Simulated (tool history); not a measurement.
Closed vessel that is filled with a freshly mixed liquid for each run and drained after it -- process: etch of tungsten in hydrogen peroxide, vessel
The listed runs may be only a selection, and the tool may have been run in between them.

run  hour  temperature setpoint of the liquid (°C)  concentration of hydrogen peroxide in the mixed liquid (% by weight)  time in the liquid (s)  thickness taken off the tungsten on a monitor wafer (angstrom)
  1   0.0                                     52.0                                                                  21.5                     100                                                          1445.8
  2   8.9                                     52.0                                                                  21.5                     105                                                          1528.7
  3  15.3                                     50.0                                                                  21.5                     105                                                          1341.0
  4  16.3                                     50.0                                                                  20.0                     105                                                          1306.5
  5  19.1                                     50.0                                                                  24.5                     105                                                          1414.5
  6  23.1                                     50.0                                                                  20.5                     105                                                          1313.6
  7  27.2                                     48.5                                                                  20.5                     105                                                          1192.3
  8  32.6                                     47.5                                                                  20.5                     105                                                          1135.9

Run 9 has not been measured yet. What should we expect?
  9  36.3                                     47.0                                                                  20.5                     105                                                               ?

thickness taken off the tungsten on a monitor wafer (angstrom): 1091.4
